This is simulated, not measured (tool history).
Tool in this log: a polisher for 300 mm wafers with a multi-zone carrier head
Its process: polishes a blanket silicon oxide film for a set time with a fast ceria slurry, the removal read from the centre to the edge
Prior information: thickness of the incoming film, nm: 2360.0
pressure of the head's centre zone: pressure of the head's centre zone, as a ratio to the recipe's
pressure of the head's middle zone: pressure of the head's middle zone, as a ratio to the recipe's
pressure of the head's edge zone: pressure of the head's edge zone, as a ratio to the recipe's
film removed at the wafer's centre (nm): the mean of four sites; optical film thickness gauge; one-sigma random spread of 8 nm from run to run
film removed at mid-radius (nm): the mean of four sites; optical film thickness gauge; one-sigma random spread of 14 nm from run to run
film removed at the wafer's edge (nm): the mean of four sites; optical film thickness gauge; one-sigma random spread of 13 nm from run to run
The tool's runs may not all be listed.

run	hour	flow of slurry (ml/min)	pressure of the head's centre zone	pressure of the head's middle zone	pressure of the head's edge zone	polishing time (s)	film removed at the wafer's centre (nm)	film removed at mid-radius (nm)	film removed at the wafer's edge (nm)
1	0.0	265	1.00	1.00	1.00	58	698.21	665.01	671.71
2	1.8	265	1.00	0.95	1.00	58	706.07	634.57	655.90
3	3.1	265	1.05	0.95	1.00	58	735.25	655.43	684.37
4	3.8	280	1.09	1.00	0.98	60	800.78	699.88	703.69
5	7.8	280	1.09	1.00	0.89	60	791.89	685.83	682.02
6	14.5	280	1.09	1.00	0.83	60	794.00	687.05	665.07

Run 7 is up next; what results do you expect?
7	21.9	285	1.09	1.05	0.85	63	?	?	?

Run 7 yielded film removed at the wafer's centre (nm) 823.59, film removed at mid-radius (nm) 760.39, film removed at the wafer's edge (nm) 689.55.

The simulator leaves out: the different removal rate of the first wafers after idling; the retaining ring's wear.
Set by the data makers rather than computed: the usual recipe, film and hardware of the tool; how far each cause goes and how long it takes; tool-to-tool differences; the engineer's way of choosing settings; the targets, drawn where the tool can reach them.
